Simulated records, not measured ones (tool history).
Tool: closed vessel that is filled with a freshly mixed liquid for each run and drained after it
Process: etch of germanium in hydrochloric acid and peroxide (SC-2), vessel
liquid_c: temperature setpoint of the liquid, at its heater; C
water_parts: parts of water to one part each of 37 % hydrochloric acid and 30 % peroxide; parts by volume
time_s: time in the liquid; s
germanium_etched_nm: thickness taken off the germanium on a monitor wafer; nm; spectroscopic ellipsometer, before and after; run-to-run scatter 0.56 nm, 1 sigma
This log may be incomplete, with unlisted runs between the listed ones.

run,hour,liquid_c,water_parts,time_s,germanium_etched_nm
1,0,53,6,90,166.31
2,6.2,53,6,95,174.18
3,14.7,53,8,95,173.04
4,17.5,53,8,95,172.37
5,18.9,53,6.5,95,174.91
6,26.9,52,6.5,95,169.09
7,29.1,51.5,6.5,95,164.56
8,36.1,51,6.5,95,163.53
9,43.8,50.5,6.5,95,161.5
10,48.6,50,6.5,95,158.25
11,53.6,49.5,6.5,95,155.35

Run 12 comes next. What will it give?
12,60.2,49,6.5,95,?

Logged for run 12: germanium_etched_nm 152.64 nm.

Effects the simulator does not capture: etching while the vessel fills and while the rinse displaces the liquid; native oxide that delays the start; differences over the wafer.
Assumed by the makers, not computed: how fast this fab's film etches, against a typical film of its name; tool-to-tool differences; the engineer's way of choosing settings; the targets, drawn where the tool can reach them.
